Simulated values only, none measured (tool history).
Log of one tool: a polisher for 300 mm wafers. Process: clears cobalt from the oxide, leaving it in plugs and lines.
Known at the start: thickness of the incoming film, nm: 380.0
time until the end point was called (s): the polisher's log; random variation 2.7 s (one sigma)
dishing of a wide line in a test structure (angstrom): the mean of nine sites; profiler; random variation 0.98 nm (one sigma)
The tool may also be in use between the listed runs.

| run | hour | flow of slurry (ml/min) | pressure of the wafer on the pad (kPa) | speed of the pad under the wafer (m/s) | overpolish time after the end point (s) | time until the end point was called (s) | dishing of a wide line in a test structure (angstrom) |
|---|---|---|---|---|---|---|---|
| 1 | 0 | 145 | 14.5 | 1.02 | 28 | 69.966 | 424.24 |
| 2 | 7.2 | 145 | 13.1 | 0.96 | 30 | 82.596 | 399.08 |
| 3 | 12.2 | 145 | 13.1 | 0.76 | 30 | 103.77 | 405.57 |
| 4 | 17.7 | 145 | 13.1 | 0.64 | 30 | 123.61 | 380.74 |
| 5 | 26.4 | 145 | 13.1 | 0.64 | 36 | 122.2 | 387.76 |
| 6 | 29.1 | 145 | 13.1 | 0.54 | 36 | 143.18 | 385.69 |

The next listed run, before its measurement:
| 7 | 32.6 | 145 | 13.1 | 0.54 | 36 | ? | ? |

{"run 7": {"time until the end point was called (s)": 145.35, "dishing of a wide line in a test structure (angstrom)": 375.15}}
